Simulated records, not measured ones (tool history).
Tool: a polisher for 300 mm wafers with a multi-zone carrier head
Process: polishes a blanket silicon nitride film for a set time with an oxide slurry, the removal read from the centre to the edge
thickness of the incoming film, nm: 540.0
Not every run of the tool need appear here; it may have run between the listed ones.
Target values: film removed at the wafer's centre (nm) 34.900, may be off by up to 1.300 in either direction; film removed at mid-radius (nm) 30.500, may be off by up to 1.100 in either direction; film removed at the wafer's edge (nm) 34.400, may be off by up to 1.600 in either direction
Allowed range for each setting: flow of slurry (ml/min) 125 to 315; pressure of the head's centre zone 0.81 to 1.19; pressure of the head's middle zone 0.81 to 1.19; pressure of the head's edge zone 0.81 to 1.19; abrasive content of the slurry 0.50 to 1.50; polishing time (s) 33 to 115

run,hour,flow of slurry (ml/min),pressure of the head's centre zone,pressure of the head's middle zone,pressure of the head's edge zone,abrasive content of the slurry,polishing time (s),film removed at the wafer's centre (nm),film removed at mid-radius (nm),film removed at the wafer's edge (nm)
1,0.0,205,1.00,1.00,1.00,1.00,73,63.132,61.459,62.041
2,0.6,205,1.00,0.97,1.00,1.00,73,62.866,60.947,62.371
3,4.1,205,1.00,0.97,0.94,1.00,73,62.379,60.759,60.873
4,8.8,205,1.00,0.97,0.94,0.80,73,52.766,50.588,51.959
5,12.4,205,1.00,0.97,0.94,0.65,73,42.681,41.153,40.784
6,13.2,200,1.00,0.94,0.95,0.60,73,38.028,36.234,36.596
7,14.1,185,1.00,0.91,0.96,0.65,73,42.273,38.855,41.464
8,20.4,185,1.00,0.90,0.96,0.60,73,37.124,33.799,37.328
9,25.9,190,1.00,0.89,0.95,0.60,73,37.759,34.245,37.342
10,33.4,195,1.00,0.88,0.94,0.60,73,38.372,33.774,37.476
11,37.2,200,0.99,0.87,0.94,0.60,73,37.397,34.154,37.185

Which of these 4 next moves meets every target?
A,41.0,185,0.93,0.87,0.83,0.50,89,?,?,?
B,41.0,240,0.99,1.06,0.86,0.55,68,?,?,?
C,41.0,255,0.99,0.92,0.89,0.55,69,?,?,?
D,41.0,125,1.06,0.89,0.99,0.70,59,?,?,?

move,film removed at the wafer's centre (nm),film removed at mid-radius (nm),film removed at the wafer's edge (nm)
A,30.899,30.181,31.460
B,31.273,32.656,29.835
C,31.968,30.264,30.950
D,34.995,30.709,34.932
A: brings the last run's worst result on target, with another outside its allowed miss
B: gains on the last run, yet a result remains outside its allowed miss
C: brings the last run's worst result on target, with another outside its allowed miss
D: meets every target
D is the move that brings every result within its allowed miss.

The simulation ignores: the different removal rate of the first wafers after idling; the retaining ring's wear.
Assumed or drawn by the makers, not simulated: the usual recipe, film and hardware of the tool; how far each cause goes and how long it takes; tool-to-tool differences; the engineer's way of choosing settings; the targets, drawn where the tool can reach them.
